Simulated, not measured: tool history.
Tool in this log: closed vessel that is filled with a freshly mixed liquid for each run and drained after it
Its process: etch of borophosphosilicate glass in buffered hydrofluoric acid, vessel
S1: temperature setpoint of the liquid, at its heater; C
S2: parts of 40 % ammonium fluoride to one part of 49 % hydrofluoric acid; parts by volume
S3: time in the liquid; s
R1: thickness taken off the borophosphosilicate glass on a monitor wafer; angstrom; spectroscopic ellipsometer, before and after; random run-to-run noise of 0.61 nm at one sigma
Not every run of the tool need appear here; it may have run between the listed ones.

run	day	S1	S2	S3	R1
1	0.000	21.0	15.0	100	717.74
2	0.288	21.0	13.0	100	838.44
3	0.633	21.0	16.0	100	682.38
4	0.692	21.0	14.5	100	752.77
5	0.979	23.0	14.0	100	865.82
6	1.029	24.5	13.5	100	969.23
7	1.396	25.5	13.0	100	1067.40

Run 8 is up next; what results do you expect?
8	1.700	26.5	13.0	100	?

Run 8 came out at R1 1122.60 angstrom.
